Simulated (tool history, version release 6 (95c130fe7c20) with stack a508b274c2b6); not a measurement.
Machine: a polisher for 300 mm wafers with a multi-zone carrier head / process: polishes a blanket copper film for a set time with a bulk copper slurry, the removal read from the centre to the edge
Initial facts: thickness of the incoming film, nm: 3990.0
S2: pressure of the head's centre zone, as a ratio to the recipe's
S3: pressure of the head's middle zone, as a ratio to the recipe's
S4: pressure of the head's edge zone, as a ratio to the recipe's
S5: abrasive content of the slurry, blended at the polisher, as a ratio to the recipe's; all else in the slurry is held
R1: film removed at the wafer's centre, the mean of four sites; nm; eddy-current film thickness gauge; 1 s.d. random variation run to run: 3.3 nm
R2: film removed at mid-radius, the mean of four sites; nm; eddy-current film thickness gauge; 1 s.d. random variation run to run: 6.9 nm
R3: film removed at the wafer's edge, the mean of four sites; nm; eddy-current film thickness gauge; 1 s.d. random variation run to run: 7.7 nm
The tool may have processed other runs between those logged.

{"run": 1, "hour": 0.0, "flow of slurry (ml/min)": 275, "S2": 1, "S3": 1, "S4": 1, "S5": 1, "polishing time (s)": 69, "R1": 685.49, "R2": 669.99, "R3": 687.13}
{"run": 2, "hour": 1.4, "flow of slurry (ml/min)": 265, "S2": 0.95, "S3": 0.98, "S4": 1.01, "S5": 0.9, "polishing time (s)": 66, "R1": 619.71, "R2": 643.6, "R3": 650.59}
{"run": 3, "hour": 7.8, "flow of slurry (ml/min)": 265, "S2": 0.88, "S3": 0.98, "S4": 1.01, "S5": 0.9, "polishing time (s)": 66, "R1": 582.57, "R2": 640.53, "R3": 646.9}
{"run": 4, "hour": 13.3, "flow of slurry (ml/min)": 255, "S2": 0.86, "S3": 0.95, "S4": 1.04, "S5": 0.85, "polishing time (s)": 63, "R1": 530.41, "R2": 586.38, "R3": 624.45}
{"run": 5, "hour": 16.9, "flow of slurry (ml/min)": 255, "S2": 0.86, "S3": 0.95, "S4": 1.08, "S5": 0.85, "polishing time (s)": 63, "R1": 532.61, "R2": 592.98, "R3": 617.17}
{"run": 6, "hour": 24.6, "flow of slurry (ml/min)": 255, "S2": 0.86, "S3": 0.95, "S4": 1.08, "S5": 0.85, "polishing time (s)": 50, "R1": 421.9, "R2": 461.59, "R3": 500.88}
{"run": 7, "hour": 31.1, "flow of slurry (ml/min)": 255, "S2": 0.85, "S3": 0.94, "S4": 1.09, "S5": 0.9, "polishing time (s)": 50, "R1": 420.73, "R2": 460.95, "R3": 506.95}

Predict the results of run 8:
{"run": 8, "hour": 33.3, "flow of slurry (ml/min)": 255, "S2": 0.84, "S3": 0.94, "S4": 1.1, "S5": 0.95, "polishing time (s)": 50, "R1": "?", "R2": "?", "R3": "?"}

{"run 8": {"R1": 418.33, "R2": 464.45, "R3": 509.19}}
